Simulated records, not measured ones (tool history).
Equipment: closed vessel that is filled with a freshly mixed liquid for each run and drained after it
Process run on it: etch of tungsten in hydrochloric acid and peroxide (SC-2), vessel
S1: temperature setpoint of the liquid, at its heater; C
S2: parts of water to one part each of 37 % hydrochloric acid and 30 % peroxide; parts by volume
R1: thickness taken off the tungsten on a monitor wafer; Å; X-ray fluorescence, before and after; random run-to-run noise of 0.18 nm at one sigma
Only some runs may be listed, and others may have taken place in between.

Run 1, hour 0: S1 54 C, S2 7 parts by volume, time in the liquid (s) 220. Result: R1 794.81 Å.
Run 2, hour 3.1: S1 52.5 C, S2 7 parts by volume, time in the liquid (s) 220. Result: R1 720.01 Å.
Run 3, hour 9: S1 46 C, S2 7 parts by volume, time in the liquid (s) 220. Result: R1 464.91 Å.
Run 4, hour 11.8: S1 45.5 C, S2 7 parts by volume, time in the liquid (s) 220. Result: R1 447.5 Å.
Run 5, hour 20.2: S1 48 C, S2 7 parts by volume, time in the liquid (s) 220. Result: R1 535.63 Å.
Run 6, hour 24.1: S1 48 C, S2 7 parts by volume, time in the liquid (s) 220. Result: R1 531.9 Å.

For run 7, what comes out?
Run 7, hour 31.9: S1 47.5 C, S2 7 parts by volume, time in the liquid (s) 220. Result: R1 ?.

{"run 7": {"R1": 511.55}}
